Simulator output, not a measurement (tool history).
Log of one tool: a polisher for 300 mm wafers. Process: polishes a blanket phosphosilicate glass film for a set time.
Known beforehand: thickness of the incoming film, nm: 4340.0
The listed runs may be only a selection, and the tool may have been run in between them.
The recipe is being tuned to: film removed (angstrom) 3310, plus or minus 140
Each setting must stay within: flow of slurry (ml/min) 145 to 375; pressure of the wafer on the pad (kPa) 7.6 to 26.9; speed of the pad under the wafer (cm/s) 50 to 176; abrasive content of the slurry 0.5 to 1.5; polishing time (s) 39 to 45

run,day,flow of slurry (ml/min),pressure of the wafer on the pad (kPa),speed of the pad under the wafer (cm/s),abrasive content of the slurry,polishing time (s),film removed (angstrom)
1,0,240,17.2,112,1,45,3851.7
2,0.358,240,17.2,92,1,45,3488.4
3,0.538,240,13.8,92,1,45,2888.2
4,0.904,240,9.7,92,1,45,2189.1
5,1.125,200,9.7,92,1,45,2155.8
6,1.296,145,9.7,92,1,45,2013.1
7,1.458,215,14.5,96,1,45,3058.4
8,1.796,215,15.2,96,1,45,3176.5

Below are 4 possible settings for the next run. Only one of them brings all results inside the allowed miss of their targets. Which is it?
A,2.133,255,14.5,94,1.2,40,?
B,2.133,145,20,82,1.05,42,?
C,2.133,245,15.9,100,0.95,40,?
D,2.133,215,17.9,86,0.95,40,?

move,film removed (angstrom)
A,3023.6
B,3293.9
C,2931.1
D,2941.3
A: the biggest miss grows against the last run
B: meets every target
C: the biggest miss grows against the last run
D: the biggest miss grows against the last run
So the answer is move B, the one that meets all the targets.
